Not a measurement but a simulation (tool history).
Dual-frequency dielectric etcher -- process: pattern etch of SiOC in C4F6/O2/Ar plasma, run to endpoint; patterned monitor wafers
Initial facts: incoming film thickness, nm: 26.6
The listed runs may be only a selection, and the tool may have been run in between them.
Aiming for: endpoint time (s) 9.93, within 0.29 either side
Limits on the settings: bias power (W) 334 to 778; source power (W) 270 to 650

run,hour,bias power (W),source power (W),endpoint time (s)
1,0,556,460,7.7134
2,1.7,556,500,7.4328
3,5.9,556,560,7.2146
4,13.8,491,480,7.8566
5,18.4,491,420,8.1764
6,20.4,491,360,8.6838
7,24.9,458,330,9.1409
8,32.1,433,320,9.2724
9,33.3,433,320,9.2279
10,40.8,415,310,9.5315
11,45.9,403,310,9.551
12,47.4,403,310,9.5043

4 next moves are on the table. One of them brings every result within its allowed miss. Which?
A,48.9,435,320,?
B,48.9,391,290,?
C,48.9,447,370,?
D,48.9,491,330,?

move,endpoint time (s)
A,9.2184
B,9.7899
C,8.7146
D,8.8343
A: moves away from the targets compared with the last run
B: each result inside its tolerance
C: moves away from the targets compared with the last run
D: moves away from the targets compared with the last run
B is the move that brings every result within its allowed miss.
